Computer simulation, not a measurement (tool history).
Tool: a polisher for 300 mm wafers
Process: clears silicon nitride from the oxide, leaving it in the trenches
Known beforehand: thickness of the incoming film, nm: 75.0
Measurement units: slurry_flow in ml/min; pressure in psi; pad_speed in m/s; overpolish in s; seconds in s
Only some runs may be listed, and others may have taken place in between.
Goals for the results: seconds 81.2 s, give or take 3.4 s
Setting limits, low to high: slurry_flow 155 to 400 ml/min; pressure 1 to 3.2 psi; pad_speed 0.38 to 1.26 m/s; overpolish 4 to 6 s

run 1 hour=0 | slurry_flow=255 pressure=2.1 pad_speed=0.82 overpolish=6 | seconds=121.78
run 2 hour=2.6 | slurry_flow=255 pressure=2.1 pad_speed=0.72 overpolish=6 | seconds=137.35
run 3 hour=11 | slurry_flow=255 pressure=2.4 pad_speed=0.72 overpolish=6 | seconds=122.68
run 4 hour=15.8 | slurry_flow=255 pressure=2.6 pad_speed=0.74 overpolish=6 | seconds=113.26
run 5 hour=23.5 | slurry_flow=255 pressure=2.4 pad_speed=0.74 overpolish=6 | seconds=119.9
run 6 hour=31 | slurry_flow=255 pressure=2.6 pad_speed=0.76 overpolish=6 | seconds=106.82
run 7 hour=38.4 | slurry_flow=255 pressure=2.8 pad_speed=0.76 overpolish=6 | seconds=104.93
run 8 hour=46.9 | slurry_flow=255 pressure=2.9 pad_speed=0.8 overpolish=6 | seconds=96.57
run 9 hour=51.5 | slurry_flow=255 pressure=3.2 pad_speed=0.84 overpolish=6 | seconds=85.941

Of the 4 settings listed for the next run, only one would bring every result within its allowed miss of target. Which one?
run A hour=56.1 | slurry_flow=300 pressure=3.2 pad_speed=0.98 overpolish=4 | seconds=?
run B hour=56.1 | slurry_flow=240 pressure=3.2 pad_speed=0.9 overpolish=4 | seconds=?
run C hour=56.1 | slurry_flow=260 pressure=3.1 pad_speed=0.8 overpolish=5 | seconds=?
run D hour=56.1 | slurry_flow=270 pressure=3.2 pad_speed=0.82 overpolish=6 | seconds=?

move=A seconds=75.108
move=B seconds=82.541
move=C seconds=92.395
move=D seconds=87.789
A: moves the result that the last run missed by most past its target, out the other side
B: every result lands within tolerance
C: further off than the last run
D: further off than the last run
B is the move that brings every result within its allowed miss.
